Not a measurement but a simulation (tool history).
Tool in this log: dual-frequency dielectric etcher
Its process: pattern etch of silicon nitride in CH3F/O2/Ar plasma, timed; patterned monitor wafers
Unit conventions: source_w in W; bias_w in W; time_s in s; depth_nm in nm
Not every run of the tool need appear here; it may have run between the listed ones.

run,hour,source_w,bias_w,time_s,depth_nm
1,0,510,92,40.5,33.462
2,8.4,510,92,40.5,33.437
3,11.4,490,91,40.5,32.975
4,20.2,560,91,40.5,34.418
5,21.9,530,89,40.5,33.472
6,28,530,78,40.5,32.101
7,36.6,520,77,40.5,31.658
8,43.2,510,76,40.5,31.33

Predict the results of run 9:
9,47.5,500,75,40.5,?

depth_nm: 30.963 nm
